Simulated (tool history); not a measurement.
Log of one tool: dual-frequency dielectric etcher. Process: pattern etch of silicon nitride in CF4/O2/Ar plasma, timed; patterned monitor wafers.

run	hour	source power (W)	bias power (W)	Ar flow (sccm)	CF4 flow (sccm)	etch time (s)	mean etch depth across the wafer (nm)
1	0	540	68	94	105	93	249.43
2	3.4	520	68	94	105	93	242.61
3	12.1	500	68	94	105	93	234.49
4	19.9	480	68	94	105	93	227.82
5	25.3	470	68	94	105	93	223.58
6	26.1	470	68	100	105	93	220.85
7	32.4	460	68	100	105	93	216.95
8	35.3	450	68	100	105	93	214.93
9	40.4	440	68	100	105	93	210.14

Forecast run 10:
10	45.7	410	68	100	105	93	?

Run 10 gave mean etch depth across the wafer (nm) 196.97.
